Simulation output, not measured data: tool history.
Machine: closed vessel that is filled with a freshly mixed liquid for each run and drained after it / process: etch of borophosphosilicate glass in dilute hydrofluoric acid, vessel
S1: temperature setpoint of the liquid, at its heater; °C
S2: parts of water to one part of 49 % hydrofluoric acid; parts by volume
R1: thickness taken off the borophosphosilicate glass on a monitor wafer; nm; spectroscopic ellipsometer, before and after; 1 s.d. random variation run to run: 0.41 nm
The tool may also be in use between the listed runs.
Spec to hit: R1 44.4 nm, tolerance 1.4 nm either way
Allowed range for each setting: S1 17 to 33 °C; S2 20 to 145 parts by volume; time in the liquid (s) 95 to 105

Run 1, hour 0: S1 25 °C, S2 80 parts by volume, time in the liquid (s) 95. Result: R1 35.715 nm.
Run 2, hour 6.4: S1 25.5 °C, S2 80 parts by volume, time in the liquid (s) 95. Result: R1 35.929 nm.
Run 3, hour 14.3: S1 26 °C, S2 80 parts by volume, time in the liquid (s) 95. Result: R1 37.181 nm.
Run 4, hour 21.5: S1 26.5 °C, S2 80 parts by volume, time in the liquid (s) 95. Result: R1 38.522 nm.
Run 5, hour 22.6: S1 26.5 °C, S2 80 parts by volume, time in the liquid (s) 95. Result: R1 38.214 nm.
Run 6, hour 27.5: S1 23.5 °C, S2 80 parts by volume, time in the liquid (s) 95. Result: R1 33.733 nm.
Run 7, hour 29.3: S1 24.5 °C, S2 80 parts by volume, time in the liquid (s) 95. Result: R1 35.547 nm.
Run 8, hour 38: S1 25 °C, S2 80 parts by volume, time in the liquid (s) 95. Result: R1 35.967 nm.
Run 9, hour 45.3: S1 25.5 °C, S2 80 parts by volume, time in the liquid (s) 95. Result: R1 37.584 nm.
Run 10, hour 49.4: S1 26 °C, S2 80 parts by volume, time in the liquid (s) 95. Result: R1 37.282 nm.
Run 11, hour 53.4: S1 26.5 °C, S2 80 parts by volume, time in the liquid (s) 95. Result: R1 38.739 nm.
Run 12, hour 57.6: S1 27 °C, S2 80 parts by volume, time in the liquid (s) 95. Result: R1 39.383 nm.
Run 13, hour 64.7: S1 27.5 °C, S2 80 parts by volume, time in the liquid (s) 95. Result: R1 40.252 nm.
Run 14, hour 72.9: S1 28 °C, S2 80 parts by volume, time in the liquid (s) 95. Result: R1 40.227 nm.
Run 15, hour 73.8: S1 28.5 °C, S2 80 parts by volume, time in the liquid (s) 95. Result: R1 41.455 nm.

5 next moves are on the table. One of them brings every result within its allowed miss. Which?
Run A, hour 74.7: S1 30 °C, S2 80 parts by volume, time in the liquid (s) 95. Result: R1 ?.
Run B, hour 74.7: S1 28 °C, S2 80 parts by volume, time in the liquid (s) 95. Result: R1 ?.
Run C, hour 74.7: S1 30 °C, S2 85 parts by volume, time in the liquid (s) 95. Result: R1 ?.
Run D, hour 74.7: S1 32 °C, S2 90 parts by volume, time in the liquid (s) 95. Result: R1 ?.
Run E, hour 74.7: S1 26.5 °C, S2 80 parts by volume, time in the liquid (s) 100. Result: R1 ?.

move      R1
   A  43.695
   B  40.457
   C  40.827
   D  41.262
   E  40.161
A: hits every target within its allowed miss
B: the biggest miss grows against the last run
C: the biggest miss grows against the last run
D: the biggest miss grows against the last run
E: the biggest miss grows against the last run
Move A is the one to make.
